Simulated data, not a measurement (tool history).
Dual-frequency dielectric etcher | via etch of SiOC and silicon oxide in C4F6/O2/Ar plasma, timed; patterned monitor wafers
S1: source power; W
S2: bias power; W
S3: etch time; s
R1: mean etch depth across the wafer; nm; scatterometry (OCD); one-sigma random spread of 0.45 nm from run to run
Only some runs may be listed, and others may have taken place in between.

run  hour   S1   S2  S3      R1
  1     0  330  148  86  93.173
  2   7.5  330  148  86  92.555
  3  10.2  320  146  86  92.506
  4  17.6  280  146  86  87.361
  5  21.9  320  146  86  91.546
  6  26.1  320  146  86  91.083
  7  27.8  260  133  86  82.081

Run 8 comes next. What will it give?
  8    36  230  130  86   ?

R1: 76.322 nm
